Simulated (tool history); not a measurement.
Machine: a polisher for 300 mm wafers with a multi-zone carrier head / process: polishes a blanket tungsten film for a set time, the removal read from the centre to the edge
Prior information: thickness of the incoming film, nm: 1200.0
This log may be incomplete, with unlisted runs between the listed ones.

| run | hour | flow of slurry (ml/min) | pressure of the head's centre zone | pressure of the head's middle zone | pressure of the head's edge zone | abrasive content of the slurry | polishing time (s) | film removed at the wafer's centre (Å) | film removed at mid-radius (Å) | film removed at the wafer's edge (Å) |
|---|---|---|---|---|---|---|---|---|---|---|
| 1 | 0.0 | 195 | 1.00 | 1.00 | 1.00 | 1.00 | 70 | 2202.8 | 2300.8 | 2269.0 |
| 2 | 8.7 | 195 | 0.93 | 1.00 | 1.00 | 1.00 | 70 | 2041.4 | 2277.1 | 2258.5 |
| 3 | 16.0 | 200 | 0.95 | 0.97 | 1.05 | 1.15 | 75 | 2411.0 | 2482.1 | 2569.5 |
| 4 | 23.6 | 200 | 0.91 | 0.97 | 1.05 | 1.15 | 75 | 2270.7 | 2496.0 | 2622.4 |
| 5 | 28.5 | 200 | 0.91 | 0.97 | 0.99 | 1.15 | 75 | 2225.7 | 2503.8 | 2486.3 |
| 6 | 31.9 | 205 | 0.91 | 0.95 | 1.05 | 1.25 | 78 | 2399.5 | 2604.1 | 2727.8 |
| 7 | 34.1 | 205 | 0.92 | 0.94 | 1.09 | 1.30 | 81 | 2564.7 | 2739.6 | 2918.5 |
| 8 | 39.2 | 210 | 0.93 | 0.92 | 1.12 | 1.35 | 83 | 2667.6 | 2768.8 | 3061.6 |
| 9 | 46.7 | 215 | 0.94 | 0.91 | 1.14 | 1.40 | 85 | 2825.7 | 2890.8 | 3232.9 |
| 10 | 54.4 | 225 | 0.95 | 0.90 | 1.15 | 1.45 | 86 | 2895.3 | 2924.9 | 3353.5 |
| 11 | 61.9 | 235 | 0.97 | 0.90 | 1.16 | 1.45 | 86 | 2990.1 | 2977.0 | 3342.3 |

Expected results for the next run?
| 12 | 64.5 | 235 | 0.97 | 0.89 | 1.17 | 1.45 | 87 | ? | ? | ? |

film removed at the wafer's centre (Å): 3009.5
film removed at mid-radius (Å): 2985.0
film removed at the wafer's edge (Å): 3432.3
